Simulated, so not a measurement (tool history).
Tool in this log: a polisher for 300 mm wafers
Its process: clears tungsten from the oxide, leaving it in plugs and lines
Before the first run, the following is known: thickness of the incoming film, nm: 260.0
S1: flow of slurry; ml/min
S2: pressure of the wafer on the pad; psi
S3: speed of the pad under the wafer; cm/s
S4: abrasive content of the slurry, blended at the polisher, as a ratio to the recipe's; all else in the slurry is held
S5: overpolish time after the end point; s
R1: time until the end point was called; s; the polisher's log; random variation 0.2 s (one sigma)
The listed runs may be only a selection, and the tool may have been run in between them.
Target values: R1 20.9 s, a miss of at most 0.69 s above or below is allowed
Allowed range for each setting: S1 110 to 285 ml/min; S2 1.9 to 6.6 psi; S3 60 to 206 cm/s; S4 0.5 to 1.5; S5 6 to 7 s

run    day   S1   S2   S3  S4  S5      R1
  1      0  180  4.2  132   1   7  45.904
  2  0.375  180  4.5  134   1   7  41.985
  3  0.612  180  4.5  134   1   7  42.105
  4  0.871  180  4.5  110   1   7  50.726
       0.9  -- slurry blender recalibrated
  5    0.9  180  4.7  114   1   7  45.512
  6  0.921  180  4.7   82   1   7  62.822
  7  1.217  185  4.9   88   1   7  55.894
  8  1.529  185  5.1   94   1   7  51.062
  9  1.579  185  5.3  100   1   7  45.814
 10  1.671  185  5.4  106   1   7  42.307

Which one of the following 5 next-run settings gets every result inside its allowed miss? There is exactly one.
  A  1.762  165  6.6  186   0.9   6   ?
  B  1.762  190  6.5  144  1.05   7   ?
  C  1.762  205    6  138  0.75   7   ?
  D  1.762  200  6.6  162     1   6   ?
  E  1.762  180    6  134     1   7   ?

move      R1
   A  21.173
   B   26.31
   C  30.953
   D  23.162
   E  30.979
A: each result inside its tolerance
B: closes in on the targets versus the last run, not all within tolerance yet
C: closes in on the targets versus the last run, not all within tolerance yet
D: closes in on the targets versus the last run, not all within tolerance yet
E: closes in on the targets versus the last run, not all within tolerance yet
Move A is the one to make.
